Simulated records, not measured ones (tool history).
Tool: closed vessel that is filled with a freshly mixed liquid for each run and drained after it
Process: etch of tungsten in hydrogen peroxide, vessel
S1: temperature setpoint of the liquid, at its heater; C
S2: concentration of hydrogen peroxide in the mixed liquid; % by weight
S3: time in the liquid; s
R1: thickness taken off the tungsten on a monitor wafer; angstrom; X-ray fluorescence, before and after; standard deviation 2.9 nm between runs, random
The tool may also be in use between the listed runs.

{"run": 1, "hour": 0.0, "S1": 56.0, "S2": 20.0, "S3": 100, "R1": 2480.3}
{"run": 2, "hour": 7.1, "S1": 56.0, "S2": 20.0, "S3": 105, "R1": 2533.6}
{"run": 3, "hour": 14.9, "S1": 56.0, "S2": 20.0, "S3": 105, "R1": 2573.4}
{"run": 4, "hour": 23.5, "S1": 58.5, "S2": 20.0, "S3": 105, "R1": 2963.5}
{"run": 5, "hour": 32.5, "S1": 60.0, "S2": 20.0, "S3": 105, "R1": 3239.1}
{"run": 6, "hour": 33.9, "S1": 60.0, "S2": 20.0, "S3": 100, "R1": 3080.1}
{"run": 7, "hour": 35.6, "S1": 61.5, "S2": 20.0, "S3": 100, "R1": 3385.8}
{"run": 8, "hour": 41.8, "S1": 62.5, "S2": 20.0, "S3": 100, "R1": 3505.3}

Estimate the outcome of run 9 from the log above:
{"run": 9, "hour": 46.0, "S1": 63.0, "S2": 20.0, "S3": 100, "R1": "?"}

Run 9 produced R1 3674.3 angstrom.
